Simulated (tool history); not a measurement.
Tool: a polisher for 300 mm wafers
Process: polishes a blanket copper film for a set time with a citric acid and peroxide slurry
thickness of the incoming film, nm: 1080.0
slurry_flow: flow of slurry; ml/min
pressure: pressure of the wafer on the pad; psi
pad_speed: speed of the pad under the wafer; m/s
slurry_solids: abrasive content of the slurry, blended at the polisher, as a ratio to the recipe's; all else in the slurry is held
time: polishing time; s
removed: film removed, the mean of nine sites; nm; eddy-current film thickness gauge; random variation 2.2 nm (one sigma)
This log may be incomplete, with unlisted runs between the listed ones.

run    day  slurry_flow  pressure  pad_speed  slurry_solids  time  removed
  1  0.000          215       2.4       1.00            1.0    43   72.296
  2  0.271          215       2.0       1.00            1.0    43   61.530
  3  0.367          215       2.3       1.06            1.0    43   73.298
  4  0.554          215       2.6       1.10            1.0    43   86.072
  5  0.650          215       2.8       1.12            1.0    43   93.472
  6  0.683          215       2.3       1.12            1.0    43   76.374
  7  0.917          215       2.6       1.16            1.0    43   88.420
  8  1.283          215       2.8       1.20            1.0    43   99.005

Expected results for the next run?
  9  1.504          215       3.0       1.22            1.0    43        ?

removed: 104.950 nm
